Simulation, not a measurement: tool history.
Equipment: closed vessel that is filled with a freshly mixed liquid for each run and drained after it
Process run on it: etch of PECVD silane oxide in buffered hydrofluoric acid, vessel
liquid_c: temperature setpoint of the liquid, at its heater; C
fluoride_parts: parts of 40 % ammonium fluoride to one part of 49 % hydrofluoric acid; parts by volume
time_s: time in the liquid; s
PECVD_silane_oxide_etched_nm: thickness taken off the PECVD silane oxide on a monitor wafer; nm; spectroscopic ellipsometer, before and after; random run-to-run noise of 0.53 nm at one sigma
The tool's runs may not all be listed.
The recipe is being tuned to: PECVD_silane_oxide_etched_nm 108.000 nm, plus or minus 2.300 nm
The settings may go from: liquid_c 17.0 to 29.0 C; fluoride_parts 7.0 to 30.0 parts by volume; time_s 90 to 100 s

run	day	liquid_c	fluoride_parts	time_s	PECVD_silane_oxide_etched_nm
1	0.000	21.0	20.0	90	73.762
2	0.188	21.0	24.5	90	64.740
3	0.288	22.5	24.0	90	71.280
4	0.438	23.5	23.5	90	76.009
5	0.675	24.5	23.0	90	81.520
6	0.988	24.5	23.0	90	81.637
7	1.175	25.5	23.0	90	85.398
8	1.267	25.5	23.0	90	86.182
9	1.346	26.0	23.0	90	87.966
10	1.604	26.5	22.5	90	91.535
11	1.808	27.0	22.5	90	94.055
12	2.146	27.0	22.5	90	94.894
13	2.392	27.5	22.5	90	97.620

Exercise: of the 5 proposed moves below, exactly one satisfies all targets within the stated allowed misses. Which move is it?
A	2.638	27.5	25.0	100	?
B	2.638	28.5	26.0	100	?
C	2.638	28.5	22.5	90	?
D	2.638	27.0	28.0	90	?
E	2.638	27.5	19.5	90	?

move	PECVD_silane_oxide_etched_nm
A	100.390
B	103.120
C	102.460
D	81.379
E	107.950
A: an improvement on the last run, though not all results are within tolerance
B: an improvement on the last run, though not all results are within tolerance
C: an improvement on the last run, though not all results are within tolerance
D: moves away from the targets compared with the last run
E: every result within its allowed miss
The move that meets every target is E.
